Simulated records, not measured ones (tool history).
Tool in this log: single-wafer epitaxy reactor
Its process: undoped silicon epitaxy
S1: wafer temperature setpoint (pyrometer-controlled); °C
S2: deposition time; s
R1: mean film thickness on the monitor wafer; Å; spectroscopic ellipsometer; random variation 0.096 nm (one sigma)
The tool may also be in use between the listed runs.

| run | hour | S1 | S2 | R1 |
|---|---|---|---|---|
| 1 | 0.0 | 665 | 196 | 448.68 |
| 2 | 5.7 | 665 | 169 | 385.51 |
| 3 | 8.8 | 665 | 196 | 448.84 |
| 4 | 15.2 | 664 | 196 | 437.62 |
| 5 | 21.5 | 664 | 212 | 475.47 |
| 6 | 22.4 | 669 | 212 | 521.36 |
| 7 | 28.8 | 666 | 212 | 490.71 |
| 8 | 30.5 | 664 | 212 | 474.08 |

Forecast run 9:
| 9 | 38.9 | 662 | 212 | ? |

R1: 456.63 Å
